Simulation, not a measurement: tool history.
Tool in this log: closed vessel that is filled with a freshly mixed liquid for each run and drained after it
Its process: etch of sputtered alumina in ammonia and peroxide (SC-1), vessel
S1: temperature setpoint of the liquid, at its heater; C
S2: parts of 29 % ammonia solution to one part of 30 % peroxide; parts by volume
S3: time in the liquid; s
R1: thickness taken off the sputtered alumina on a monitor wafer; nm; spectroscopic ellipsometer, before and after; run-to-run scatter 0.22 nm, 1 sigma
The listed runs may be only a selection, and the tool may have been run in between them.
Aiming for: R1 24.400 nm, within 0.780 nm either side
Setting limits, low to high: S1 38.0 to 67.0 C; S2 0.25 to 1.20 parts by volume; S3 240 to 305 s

run 1 hour=0.0 | S1=51.0 S2=0.95 S3=305 | R1=15.467
run 2 hour=3.9 | S1=47.0 S2=0.95 S3=305 | R1=12.194
run 3 hour=11.2 | S1=47.0 S2=0.85 S3=305 | R1=12.087
run 4 hour=15.5 | S1=47.0 S2=0.70 S3=305 | R1=12.071
run 5 hour=20.2 | S1=49.0 S2=0.70 S3=305 | R1=13.307
run 6 hour=29.1 | S1=50.5 S2=0.70 S3=305 | R1=14.325
run 7 hour=32.2 | S1=52.0 S2=0.70 S3=305 | R1=15.456
run 8 hour=35.4 | S1=53.5 S2=0.70 S3=305 | R1=16.982
run 9 hour=38.9 | S1=54.5 S2=0.70 S3=305 | R1=17.741
run 10 hour=39.8 | S1=55.5 S2=0.70 S3=305 | R1=18.953
run 11 hour=46.4 | S1=55.5 S2=0.70 S3=305 | R1=18.989
run 12 hour=51.9 | S1=56.0 S2=0.70 S3=305 | R1=19.217
run 13 hour=59.0 | S1=56.5 S2=0.70 S3=305 | R1=19.617
run 14 hour=59.9 | S1=57.0 S2=0.70 S3=305 | R1=20.780
run 15 hour=67.6 | S1=57.5 S2=0.70 S3=305 | R1=21.103
run 16 hour=70.9 | S1=58.0 S2=0.70 S3=305 | R1=21.531
run 17 hour=77.9 | S1=58.5 S2=0.70 S3=305 | R1=22.178
run 18 hour=81.7 | S1=59.0 S2=0.70 S3=305 | R1=22.615
-- hour=87.3 thermometer replaced
run 19 hour=87.3 | S1=60.0 S2=0.70 S3=305 | R1=21.348

Which one of the following 5 next-run settings gets every result inside its allowed miss? There is exactly one.
run A hour=92.9 | S1=60.5 S2=0.65 S3=240 | R1=?
run B hour=92.9 | S1=62.5 S2=0.65 S3=305 | R1=?
run C hour=92.9 | S1=57.5 S2=0.35 S3=305 | R1=?
run D hour=92.9 | S1=59.0 S2=0.65 S3=300 | R1=?
run E hour=92.9 | S1=63.0 S2=0.35 S3=240 | R1=?

move=A R1=17.319
move=B R1=24.363
move=C R1=17.777
move=D R1=20.042
move=E R1=18.545
A: its largest miss is bigger than the last run's
B: every result within its allowed miss
C: its largest miss is bigger than the last run's
D: its largest miss is bigger than the last run's
E: its largest miss is bigger than the last run's
The right move is B.

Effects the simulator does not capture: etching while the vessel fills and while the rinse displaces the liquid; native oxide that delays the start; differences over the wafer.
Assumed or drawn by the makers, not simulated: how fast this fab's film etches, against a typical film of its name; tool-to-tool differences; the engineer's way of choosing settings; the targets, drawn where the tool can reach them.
